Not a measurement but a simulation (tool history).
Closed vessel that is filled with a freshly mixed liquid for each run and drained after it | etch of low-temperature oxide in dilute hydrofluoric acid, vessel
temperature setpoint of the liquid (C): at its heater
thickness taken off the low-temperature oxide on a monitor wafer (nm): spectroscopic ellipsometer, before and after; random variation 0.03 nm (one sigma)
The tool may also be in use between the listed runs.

run  hour  temperature setpoint of the liquid (C)  parts of water to one part of 49 % hydrofluoric acid (parts by volume)  time in the liquid (s)  thickness taken off the low-temperature oxide on a monitor wafer (nm)
  1   0.0                                    21.0                                                                     120                      65                                                                 4.2083
  2   7.7                                    19.5                                                                     120                      65                                                                 3.9670
  3  12.2                                    19.5                                                                     155                      65                                                                 2.9597
  4  15.6                                    19.5                                                                     155                      50                                                                 2.3218
  5  17.2                                    20.5                                                                     155                      50                                                                 2.3549
  6  20.6                                    20.5                                                                     150                      50                                                                 2.4574
  7  28.8                                    20.5                                                                     145                      50                                                                 2.5646

Run 8 comes next. What will it give?
  8  34.1                                    20.5                                                                     130                      50                                                                      ?

Run 8 gave thickness taken off the low-temperature oxide on a monitor wafer (nm) 2.8782.
